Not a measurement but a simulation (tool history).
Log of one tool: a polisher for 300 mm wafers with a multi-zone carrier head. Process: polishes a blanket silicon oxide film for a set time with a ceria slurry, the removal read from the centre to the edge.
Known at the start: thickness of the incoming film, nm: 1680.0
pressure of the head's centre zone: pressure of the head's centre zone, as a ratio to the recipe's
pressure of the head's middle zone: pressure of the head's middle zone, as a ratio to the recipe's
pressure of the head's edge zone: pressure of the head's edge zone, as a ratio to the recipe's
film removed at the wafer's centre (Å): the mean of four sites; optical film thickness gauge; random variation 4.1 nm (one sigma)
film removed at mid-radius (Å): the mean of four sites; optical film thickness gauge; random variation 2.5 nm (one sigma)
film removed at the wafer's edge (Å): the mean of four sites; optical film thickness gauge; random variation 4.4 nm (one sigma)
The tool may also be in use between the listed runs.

run,hour,flow of slurry (ml/min),pressure of the head's centre zone,pressure of the head's middle zone,pressure of the head's edge zone,polishing time (s),film removed at the wafer's centre (Å),film removed at mid-radius (Å),film removed at the wafer's edge (Å)
1,0.0,240,1.00,1.00,1.00,82,3275.9,3331.2,3286.6
2,5.8,240,1.00,0.92,1.00,82,3266.2,3125.2,3303.7
3,6.6,245,0.99,0.94,1.04,86,3440.8,3313.2,3498.8
4,11.4,245,0.97,0.95,1.07,90,3487.0,3510.3,3736.0
5,18.6,255,0.97,0.96,1.10,92,3605.8,3623.5,3888.2
6,23.4,265,0.96,0.97,1.12,93,3569.8,3679.5,3987.3

Forecast run 7:
7,29.9,270,0.96,0.98,1.14,94,?,?,?

film removed at the wafer's centre (Å): 3578.8
film removed at mid-radius (Å): 3772.8
film removed at the wafer's edge (Å): 4078.6
